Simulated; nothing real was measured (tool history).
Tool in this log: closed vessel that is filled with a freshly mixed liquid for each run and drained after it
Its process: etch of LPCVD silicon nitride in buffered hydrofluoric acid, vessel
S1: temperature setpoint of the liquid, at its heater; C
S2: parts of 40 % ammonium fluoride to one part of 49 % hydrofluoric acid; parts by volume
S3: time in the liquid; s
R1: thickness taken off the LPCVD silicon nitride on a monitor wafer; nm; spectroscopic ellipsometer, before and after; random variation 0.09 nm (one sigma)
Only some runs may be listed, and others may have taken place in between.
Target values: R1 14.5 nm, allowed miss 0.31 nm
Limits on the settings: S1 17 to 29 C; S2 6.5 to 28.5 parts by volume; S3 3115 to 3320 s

run	hour	S1	S2	S3	R1
1	0	21	17.5	3115	17.532
2	7.2	20.5	17.5	3115	17.119
3	14.1	20	17.5	3115	16.624
4	17.2	19.5	17.5	3115	16.222
5	26.5	19.5	17.5	3115	16.372
6	34.4	19	17.5	3115	15.788
7	40.8	18.5	17.5	3115	15.375
# hour 47.1: hydrofluoric acid flow meter replaced
8	47.1	17.5	17.5	3115	16.221
9	53.1	17.5	18	3115	15.939
10	59.2	17.5	18.5	3115	15.609
11	61.1	17.5	18.5	3115	15.444
12	65.7	17.5	18.5	3115	15.379
13	69.2	17.5	19	3115	14.844

Which of these 4 next moves meets every target?
A	72.7	18.5	20	3115	?
B	72.7	19	20.5	3115	?
C	72.7	17	19.5	3320	?
D	72.7	17	19.5	3160	?

move	R1
A	14.988
B	15.158
C	15.038
D	14.313
A: misses by more than the last run did
B: misses by more than the last run did
C: misses by more than the last run did
D: all results in spec
Answer: D
